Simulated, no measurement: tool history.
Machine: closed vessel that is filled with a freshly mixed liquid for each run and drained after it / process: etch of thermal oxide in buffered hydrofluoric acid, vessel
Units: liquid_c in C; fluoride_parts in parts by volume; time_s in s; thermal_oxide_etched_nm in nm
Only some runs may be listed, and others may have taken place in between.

run  hour  liquid_c  fluoride_parts  time_s  thermal_oxide_etched_nm
  1   0.0      22.0            22.5      30                  14.9090
  2   0.8      22.0            22.5      30                  14.9190
  3   2.2      22.0            22.5      30                  14.9420
  4   7.4      20.5            24.5      30                  13.0160
  5  12.1      19.0            24.5      30                  11.9480
  6  13.2      17.0            24.5      30                  10.5700
  7  14.5      17.0            26.0      30                  10.2000
  8  17.8      17.0            27.0      30                   9.9540
  9  18.9      17.0            28.0      30                   9.6875

Run 10 has not been measured yet. What should we expect?
 10  23.6      17.0            28.5      30                        ?

{"run 10": {"thermal_oxide_etched_nm": 9.583}}

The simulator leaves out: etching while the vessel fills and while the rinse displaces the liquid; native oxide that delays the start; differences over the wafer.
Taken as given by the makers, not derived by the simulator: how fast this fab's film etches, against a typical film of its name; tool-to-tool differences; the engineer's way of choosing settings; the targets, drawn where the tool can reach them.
